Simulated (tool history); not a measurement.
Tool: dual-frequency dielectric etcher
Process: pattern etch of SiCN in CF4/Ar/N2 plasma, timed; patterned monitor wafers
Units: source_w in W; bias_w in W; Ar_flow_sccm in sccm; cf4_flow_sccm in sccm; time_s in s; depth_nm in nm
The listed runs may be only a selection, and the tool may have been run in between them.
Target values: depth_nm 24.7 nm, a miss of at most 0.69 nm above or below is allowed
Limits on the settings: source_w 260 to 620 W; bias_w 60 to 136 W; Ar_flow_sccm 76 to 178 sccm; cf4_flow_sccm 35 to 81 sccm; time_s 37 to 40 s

| run | hour | source_w | bias_w | Ar_flow_sccm | cf4_flow_sccm | time_s | depth_nm |
|---|---|---|---|---|---|---|---|
| 1 | 0 | 440 | 98 | 127 | 58 | 40 | 34.006 |
| 2 | 2.3 | 390 | 96 | 128 | 58 | 40 | 30.411 |
| 3 | 11.3 | 390 | 96 | 117 | 58 | 40 | 30.842 |
| 4 | 17.4 | 360 | 95 | 117 | 58 | 40 | 28.7 |
| 5 | 19.5 | 360 | 95 | 117 | 62 | 40 | 29.143 |
| 6 | 22.3 | 360 | 95 | 131 | 62 | 40 | 28.649 |
| 7 | 22.9 | 280 | 92 | 132 | 62 | 40 | 22.91 |
| 8 | 31.2 | 290 | 92 | 132 | 62 | 40 | 23.572 |

Consider the 4 candidate settings below. Which is the only one whose results all fall within their allowed miss of target?
| A | 39.5 | 300 | 84 | 125 | 59 | 40 | ? |
| B | 39.5 | 350 | 91 | 120 | 58 | 39.5 | ? |
| C | 39.5 | 280 | 104 | 99 | 67 | 39.5 | ? |
| D | 39.5 | 340 | 103 | 132 | 58 | 39 | ? |

| move | depth_nm |
|---|---|
| A | 23.56 |
| B | 27.247 |
| C | 24.737 |
| D | 27.007 |
A: as far off as the last run
B: takes the biggest miss from the last run beyond its target
C: each result inside its tolerance
D: takes the biggest miss from the last run beyond its target
Correct choice: C, which meets every target
